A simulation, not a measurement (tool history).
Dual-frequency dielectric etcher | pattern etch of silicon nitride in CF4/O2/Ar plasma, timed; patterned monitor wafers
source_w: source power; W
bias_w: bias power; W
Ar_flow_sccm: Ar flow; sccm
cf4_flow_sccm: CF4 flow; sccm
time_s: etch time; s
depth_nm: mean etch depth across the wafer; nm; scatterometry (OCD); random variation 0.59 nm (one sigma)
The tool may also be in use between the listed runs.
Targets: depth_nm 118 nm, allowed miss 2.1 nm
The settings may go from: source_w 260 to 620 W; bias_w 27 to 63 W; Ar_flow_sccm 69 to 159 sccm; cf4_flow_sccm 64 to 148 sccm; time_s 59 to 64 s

| run | day | source_w | bias_w | Ar_flow_sccm | cf4_flow_sccm | time_s | depth_nm |
|---|---|---|---|---|---|---|---|
| 1 | 0 | 440 | 45 | 114 | 106 | 64 | 101.01 |
| 2 | 0.25 | 450 | 45 | 114 | 106 | 64 | 101.77 |
| 3 | 0.292 | 450 | 45 | 114 | 106 | 64 | 102.56 |
| 4 | 0.454 | 450 | 45 | 114 | 106 | 64 | 102.83 |
| 5 | 0.779 | 450 | 45 | 114 | 88 | 64 | 101.21 |
| 6 | 0.871 | 450 | 45 | 114 | 82 | 64 | 100.57 |
| 7 | 1.012 | 460 | 45 | 114 | 82 | 64 | 101.78 |
| 8 | 1.133 | 470 | 45 | 114 | 82 | 64 | 104.7 |
| 9 | 1.433 | 480 | 45 | 114 | 82 | 64 | 106.15 |
| 10 | 1.596 | 490 | 45 | 114 | 82 | 64 | 107.24 |
| 11 | 1.721 | 500 | 45 | 114 | 82 | 64 | 109.44 |
| 12 | 1.892 | 530 | 45 | 114 | 82 | 64 | 113.9 |
| 13 | 1.954 | 540 | 45 | 114 | 82 | 64 | 114.89 |

Which of these 4 next moves meets every target?
| A | 2.017 | 570 | 46 | 107 | 87 | 61.5 | ? |
| B | 2.017 | 530 | 47 | 127 | 107 | 61.5 | ? |
| C | 2.017 | 570 | 40 | 89 | 64 | 61.5 | ? |
| D | 2.017 | 600 | 38 | 109 | 80 | 61 | ? |

| move | depth_nm |
|---|---|
| A | 117.13 |
| B | 110.61 |
| C | 111.09 |
| D | 110.06 |
A: meets every target
B: further off than the last run
C: further off than the last run
D: further off than the last run
Move A is the one to make.
